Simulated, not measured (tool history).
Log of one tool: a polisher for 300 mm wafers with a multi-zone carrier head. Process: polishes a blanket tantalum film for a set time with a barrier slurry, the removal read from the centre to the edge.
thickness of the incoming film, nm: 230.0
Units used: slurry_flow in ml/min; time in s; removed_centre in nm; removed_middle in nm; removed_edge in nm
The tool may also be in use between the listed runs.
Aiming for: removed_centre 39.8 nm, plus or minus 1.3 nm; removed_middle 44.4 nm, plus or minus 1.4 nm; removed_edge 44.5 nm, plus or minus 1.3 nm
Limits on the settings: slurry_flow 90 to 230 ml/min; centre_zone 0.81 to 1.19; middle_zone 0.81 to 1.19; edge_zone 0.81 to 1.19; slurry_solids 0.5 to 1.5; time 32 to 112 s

Run 1, day 0: slurry_flow 150 ml/min, centre_zone 1, middle_zone 1, edge_zone 1, slurry_solids 1, time 72 s. Result: removed_centre 69.898 nm, removed_middle 69.738 nm, removed_edge 69.957 nm.
Run 2, day 0.083: slurry_flow 140 ml/min, centre_zone 0.95, middle_zone 0.98, edge_zone 0.95, slurry_solids 0.85, time 67 s. Result: removed_centre 59.327 nm, removed_middle 60.728 nm, removed_edge 60.774 nm.
Run 3, day 0.15: slurry_flow 140 ml/min, centre_zone 0.95, middle_zone 0.98, edge_zone 0.95, slurry_solids 0.85, time 78 s. Result: removed_centre 70.35 nm, removed_middle 71.272 nm, removed_edge 71.346 nm.
Run 4, day 0.367: slurry_flow 130 ml/min, centre_zone 0.91, middle_zone 0.97, edge_zone 0.93, slurry_solids 0.75, time 70 s. Result: removed_centre 57.635 nm, removed_middle 61.006 nm, removed_edge 60.765 nm.
Run 5, day 0.6: slurry_flow 130 ml/min, centre_zone 0.91, middle_zone 1.01, edge_zone 0.93, slurry_solids 0.75, time 70 s. Result: removed_centre 57.386 nm, removed_middle 62.343 nm, removed_edge 60.547 nm.
Run 6, day 0.921: slurry_flow 115 ml/min, centre_zone 0.91, middle_zone 1.01, edge_zone 0.93, slurry_solids 0.75, time 70 s. Result: removed_centre 56.348 nm, removed_middle 61.65 nm, removed_edge 59.765 nm.
Run 7, day 0.946: slurry_flow 115 ml/min, centre_zone 0.91, middle_zone 1.01, edge_zone 0.93, slurry_solids 0.75, time 70 s. Result: removed_centre 56.596 nm, removed_middle 60.571 nm, removed_edge 60.851 nm.
Run 8, day 1.204: slurry_flow 115 ml/min, centre_zone 0.89, middle_zone 0.99, edge_zone 0.91, slurry_solids 0.65, time 65 s. Result: removed_centre 49.443 nm, removed_middle 54.482 nm, removed_edge 53.071 nm.
Run 9, day 1.262: slurry_flow 110 ml/min, centre_zone 0.87, middle_zone 0.96, edge_zone 0.89, slurry_solids 0.6, time 63 s. Result: removed_centre 46.061 nm, removed_middle 50.237 nm, removed_edge 50.653 nm.
Run 10, day 1.5: slurry_flow 110 ml/min, centre_zone 0.86, middle_zone 0.95, edge_zone 0.87, slurry_solids 0.55, time 61 s. Result: removed_centre 43.154 nm, removed_middle 47.236 nm, removed_edge 47.69 nm.

Exactly one of the 5 candidate moves below puts every result within its allowed miss. Which one?
Run A, day 1.738: slurry_flow 100 ml/min, centre_zone 0.86, middle_zone 0.82, edge_zone 0.96, slurry_solids 0.5, time 67 s. Result: removed_centre ?, removed_middle ?, removed_edge ?.
Run B, day 1.738: slurry_flow 100 ml/min, centre_zone 0.93, middle_zone 0.86, edge_zone 0.83, slurry_solids 0.6, time 66 s. Result: removed_centre ?, removed_middle ?, removed_edge ?.
Run C, day 1.738: slurry_flow 90 ml/min, centre_zone 0.88, middle_zone 0.81, edge_zone 0.95, slurry_solids 0.85, time 61 s. Result: removed_centre ?, removed_middle ?, removed_edge ?.
Run D, day 1.738: slurry_flow 140 ml/min, centre_zone 0.95, middle_zone 1.15, edge_zone 0.81, slurry_solids 0.5, time 56 s. Result: removed_centre ?, removed_middle ?, removed_edge ?.
Run E, day 1.738: slurry_flow 90 ml/min, centre_zone 0.85, middle_zone 0.94, edge_zone 0.83, slurry_solids 0.65, time 58 s. Result: removed_centre ?, removed_middle ?, removed_edge ?.

move  removed_centre  removed_middle  removed_edge
   A          45.202          46.328        51.999
   B          48.968          48.595        49.749
   C          44.756          44.947        51.086
   D          44.727          51.978        42.522
   E          39.385          44.504        43.478
A: the biggest miss grows against the last run
B: the biggest miss grows against the last run
C: the biggest miss grows against the last run
D: the biggest miss grows against the last run
E: all results in spec
Move E is the one to make.
